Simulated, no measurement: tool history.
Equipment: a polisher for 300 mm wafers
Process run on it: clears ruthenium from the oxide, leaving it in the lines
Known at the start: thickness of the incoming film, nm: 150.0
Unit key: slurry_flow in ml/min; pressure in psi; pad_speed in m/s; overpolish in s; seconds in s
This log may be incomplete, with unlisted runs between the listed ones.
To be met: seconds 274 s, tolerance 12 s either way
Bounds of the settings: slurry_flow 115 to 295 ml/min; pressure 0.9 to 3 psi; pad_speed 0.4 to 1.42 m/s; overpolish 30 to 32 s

run  hour  slurry_flow  pressure  pad_speed  overpolish  seconds
  1     0          190       1.9        0.9          30   171.16
  2   6.1          190       1.7        0.9          30   196.26
  3   8.2          215       1.7        0.9          30   185.91
  4  15.5          215       1.7       0.68          30   247.07
  5  20.3          210       1.7       0.68          30   248.46
  6  25.9          210       1.7       0.68          30   248.38
  7  28.6          205       1.7       0.68          30   251.88
  8  35.4          200       1.7       0.68          30   252.04
  9  41.4          195       1.7       0.68          30   248.24

4 candidate next runs follow, results not yet known. Just one meets every target within its allowed miss. Identify it.
  A  47.4          205       1.8       0.68          30        ?
  B  47.4          210       1.9        0.7          32        ?
  C  47.4          200       1.5        0.7          30        ?
  D  47.4          165       1.9       0.66          30        ?

move  seconds
   A   235.75
   B   216.84
   C   274.35
   D   238.25
A: moves away from the targets compared with the last run
B: moves away from the targets compared with the last run
C: each result inside its tolerance
D: moves away from the targets compared with the last run
The move that meets every target is C.
